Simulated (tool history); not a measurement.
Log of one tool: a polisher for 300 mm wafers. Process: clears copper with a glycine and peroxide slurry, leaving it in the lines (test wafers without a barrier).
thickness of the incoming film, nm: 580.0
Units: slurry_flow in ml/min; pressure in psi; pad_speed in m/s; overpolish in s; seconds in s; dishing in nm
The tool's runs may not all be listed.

run	day	slurry_flow	pressure	pad_speed	overpolish	seconds	dishing
1	0	275	3.2	1.2	16	68.467	30.21
2	0.158	275	3	1.16	17	72.376	30.022
3	0.404	275	3	1.16	12	75.93	27.484
4	0.754	275	2.5	1.16	12	86.094	26.672
5	0.854	275	3.1	1.16	12	68.211	28.196
6	0.921	275	3.1	1.16	7	70.821	23.117
7	1.017	275	2.9	1.14	8	74.498	23.413

Run 8 comes next. What will it give?
8	1.204	340	2	0.8	16	?	?

Run 8 gave seconds 126.4 s, dishing 26.477 nm.

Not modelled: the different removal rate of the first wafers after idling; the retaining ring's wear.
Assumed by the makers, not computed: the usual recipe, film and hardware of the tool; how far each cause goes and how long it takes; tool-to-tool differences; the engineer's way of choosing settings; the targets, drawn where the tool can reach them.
